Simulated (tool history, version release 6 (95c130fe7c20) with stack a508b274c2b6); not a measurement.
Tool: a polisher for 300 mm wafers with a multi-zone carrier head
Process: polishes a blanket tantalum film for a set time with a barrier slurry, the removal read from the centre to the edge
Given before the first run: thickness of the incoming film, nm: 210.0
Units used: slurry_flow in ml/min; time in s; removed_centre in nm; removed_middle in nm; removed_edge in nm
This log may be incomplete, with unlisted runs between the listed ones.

| run | hour | slurry_flow | centre_zone | middle_zone | edge_zone | slurry_solids | time | removed_centre | removed_middle | removed_edge |
|---|---|---|---|---|---|---|---|---|---|---|
| 1 | 0 | 320 | 1 | 1 | 1 | 1 | 37 | 97.468 | 90.021 | 90.68 |
| 2 | 3 | 290 | 1 | 1 | 1 | 1 | 37 | 97.396 | 89.476 | 90.777 |
| 3 | 11.7 | 295 | 1.01 | 1 | 0.98 | 0.9 | 36 | 91.492 | 83.853 | 85.814 |
| 4 | 18.3 | 295 | 0.98 | 1 | 0.98 | 0.9 | 36 | 88.999 | 83.527 | 84.484 |
| 5 | 20 | 305 | 1.01 | 1.01 | 0.95 | 0.85 | 35 | 89.669 | 81.612 | 80.581 |
| 6 | 24 | 315 | 1.02 | 1.01 | 0.93 | 0.8 | 35 | 89.463 | 79.584 | 78.472 |
| 7 | 32 | 315 | 1.05 | 1.02 | 0.83 | 0.55 | 34 | 74.365 | 65.4 | 59.716 |
| 8 | 33.2 | 325 | 1.06 | 1.02 | 0.85 | 0.55 | 34 | 73.951 | 64.984 | 60.954 |
| 9 | 34.1 | 325 | 1.08 | 1.03 | 0.86 | 0.55 | 34 | 75.566 | 66.03 | 61.418 |
| 10 | 39.2 | 325 | 1.09 | 1.04 | 0.87 | 0.55 | 34 | 76.433 | 66.343 | 61.846 |
| 11 | 46.9 | 325 | 1.09 | 1.04 | 0.87 | 0.55 | 34 | 77.297 | 65.907 | 61.175 |
| 12 | 52.5 | 325 | 1.09 | 1.05 | 0.88 | 0.55 | 34 | 75.481 | 67.237 | 61.458 |
| 13 | 58.4 | 330 | 1.1 | 1.05 | 0.89 | 0.55 | 34 | 77.234 | 67.706 | 61.374 |
|  | 61.2 | centre zone pressure recalibrated |
| 14 | 61.2 | 330 | 1.11 | 1.05 | 0.9 | 0.55 | 34 | 71.84 | 67.145 | 62.325 |
| 15 | 70 | 330 | 1.1 | 1.04 | 0.89 | 0.6 | 34 | 75.376 | 69.701 | 65.543 |
| 16 | 70.8 | 320 | 1.09 | 1.04 | 0.89 | 0.6 | 34 | 75.105 | 69.835 | 64.468 |
| 17 | 72.8 | 330 | 1.08 | 1.04 | 0.89 | 0.6 | 34 | 73.894 | 69.607 | 65.779 |

Forecast run 18:
| 18 | 80.1 | 325 | 1.08 | 1.04 | 0.9 | 0.6 | 34 | ? | ? | ? |

{"run 18": {"removed_centre": 75.007, "removed_middle": 68.925, "removed_edge": 64.568}}
